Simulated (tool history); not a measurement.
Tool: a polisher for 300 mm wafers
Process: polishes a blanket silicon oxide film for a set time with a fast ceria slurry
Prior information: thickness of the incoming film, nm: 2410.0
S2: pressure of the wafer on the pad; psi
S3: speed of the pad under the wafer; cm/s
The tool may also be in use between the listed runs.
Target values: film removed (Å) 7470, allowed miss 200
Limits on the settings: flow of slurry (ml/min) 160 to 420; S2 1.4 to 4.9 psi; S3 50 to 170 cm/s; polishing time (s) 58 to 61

run 1 day=0 | flow_of_slurry_(ml/min)=270 S2=3.1 S3=110 polishing_time_(s)=58 | film_removed_(Å)=9221.3
run 2 day=0.067 | flow_of_slurry_(ml/min)=270 S2=3.8 S3=110 polishing_time_(s)=58 | film_removed_(Å)=10605
run 3 day=0.375 | flow_of_slurry_(ml/min)=305 S2=3.8 S3=110 polishing_time_(s)=58 | film_removed_(Å)=10680
run 4 day=0.529 | flow_of_slurry_(ml/min)=335 S2=3.8 S3=110 polishing_time_(s)=58 | film_removed_(Å)=10658
run 5 day=0.725 | flow_of_slurry_(ml/min)=290 S2=3.8 S3=110 polishing_time_(s)=58 | film_removed_(Å)=10647
run 6 day=0.929 | flow_of_slurry_(ml/min)=290 S2=3.8 S3=96 polishing_time_(s)=58 | film_removed_(Å)=9304.3
run 7 day=1.196 | flow_of_slurry_(ml/min)=290 S2=3.7 S3=96 polishing_time_(s)=58 | film_removed_(Å)=9026.6
run 8 day=1.35 | flow_of_slurry_(ml/min)=290 S2=3.6 S3=96 polishing_time_(s)=58 | film_removed_(Å)=8897.2

Consider the 5 candidate settings below. Which is the only one whose results all fall within their allowed miss of target?
run A day=1.504 | flow_of_slurry_(ml/min)=325 S2=4 S3=108 polishing_time_(s)=61 | film_removed_(Å)=?
run B day=1.504 | flow_of_slurry_(ml/min)=235 S2=4.1 S3=70 polishing_time_(s)=60 | film_removed_(Å)=?
run C day=1.504 | flow_of_slurry_(ml/min)=300 S2=3.7 S3=88 polishing_time_(s)=58 | film_removed_(Å)=?
run D day=1.504 | flow_of_slurry_(ml/min)=330 S2=4.2 S3=80 polishing_time_(s)=58 | film_removed_(Å)=?
run E day=1.504 | flow_of_slurry_(ml/min)=295 S2=3.6 S3=88 polishing_time_(s)=58 | film_removed_(Å)=?

move=A film_removed_(Å)=11557
move=B film_removed_(Å)=7449.2
move=C film_removed_(Å)=8466.3
move=D film_removed_(Å)=8541.4
move=E film_removed_(Å)=8289.8
A: further off than the last run
B: all results in spec
C: closer than the last run, but not yet in spec
D: closer than the last run, but not yet in spec
E: closer than the last run, but not yet in spec
The move that meets every target is B.
